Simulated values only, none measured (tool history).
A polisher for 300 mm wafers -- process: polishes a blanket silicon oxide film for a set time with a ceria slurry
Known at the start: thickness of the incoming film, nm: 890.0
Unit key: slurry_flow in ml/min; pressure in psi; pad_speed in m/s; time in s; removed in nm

run,day,slurry_flow,pressure,pad_speed,time,removed
1,0.000,210,3.4,0.96,36,125.02
2,0.321,210,3.3,0.96,36,123.54
3,0.375,260,3.3,0.96,36,125.92
4,0.642,260,3.3,1.14,36,147.84
5,0.858,220,3.3,1.14,36,144.95
# day 0.900: worn pad replaced by a new one
6,0.900,220,3.3,1.26,36,174.46
7,1.267,220,3.1,1.26,36,163.67
8,1.354,220,2.9,1.26,36,155.66
9,1.488,220,2.7,1.26,36,145.80

What will run 10 give?
10,1.796,220,2.6,1.26,36,?

removed: 143.23 nm
